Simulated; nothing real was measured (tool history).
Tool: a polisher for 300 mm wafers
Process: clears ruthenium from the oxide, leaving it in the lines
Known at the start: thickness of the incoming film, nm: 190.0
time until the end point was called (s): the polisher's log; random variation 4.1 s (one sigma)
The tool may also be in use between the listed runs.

| run | hour | flow of slurry (ml/min) | pressure of the wafer on the pad (kPa) | speed of the pad under the wafer (m/s) | overpolish time after the end point (s) | time until the end point was called (s) |
|---|---|---|---|---|---|---|
| 1 | 0.0 | 200 | 15.9 | 0.96 | 40 | 191.84 |
| 2 | 5.0 | 200 | 15.9 | 0.96 | 40 | 192.75 |
| 3 | 10.3 | 200 | 13.1 | 0.92 | 40 | 242.77 |
| 4 | 13.6 | 200 | 11.7 | 0.92 | 40 | 264.40 |
| 5 | 19.2 | 230 | 11.7 | 0.92 | 40 | 253.35 |
| 6 | 27.9 | 215 | 10.3 | 0.92 | 40 | 300.44 |

Forecast run 7:
| 7 | 34.6 | 200 | 9.7 | 0.92 | 40 | ? |

{"run 7": {"time until the end point was called (s)": 320.56}}
